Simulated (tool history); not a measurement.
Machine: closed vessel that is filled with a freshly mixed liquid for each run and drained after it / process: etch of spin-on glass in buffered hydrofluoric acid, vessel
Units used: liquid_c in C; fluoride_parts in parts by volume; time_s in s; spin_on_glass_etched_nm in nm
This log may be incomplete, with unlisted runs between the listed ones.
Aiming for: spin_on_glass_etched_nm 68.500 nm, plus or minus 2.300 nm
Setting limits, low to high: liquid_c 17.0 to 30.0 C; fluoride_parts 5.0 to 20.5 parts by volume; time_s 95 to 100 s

run,day,liquid_c,fluoride_parts,time_s,spin_on_glass_etched_nm
1,0.000,22.0,12.5,95,108.260
2,0.267,20.5,13.0,95,96.179
3,0.367,20.5,13.0,100,100.060
4,0.588,23.5,13.0,100,121.050
5,0.725,22.0,13.5,100,104.890
6,0.750,19.0,13.5,100,90.222
7,0.938,18.5,14.0,100,84.073
8,1.267,18.0,14.5,100,79.064
9,1.412,17.5,15.0,100,75.075

Pick the move, out of 4, that brings all results within their allowed miss; only one does.
A,1.558,18.5,16.5,95,?
B,1.558,20.5,17.0,100,?
C,1.558,17.5,14.5,100,?
D,1.558,17.5,12.5,100,?

move,spin_on_glass_etched_nm
A,68.380
B,78.219
C,77.231
D,89.346
A: in spec on every target
B: misses by more than the last run did
C: misses by more than the last run did
D: misses by more than the last run did
Move A is the one to make.

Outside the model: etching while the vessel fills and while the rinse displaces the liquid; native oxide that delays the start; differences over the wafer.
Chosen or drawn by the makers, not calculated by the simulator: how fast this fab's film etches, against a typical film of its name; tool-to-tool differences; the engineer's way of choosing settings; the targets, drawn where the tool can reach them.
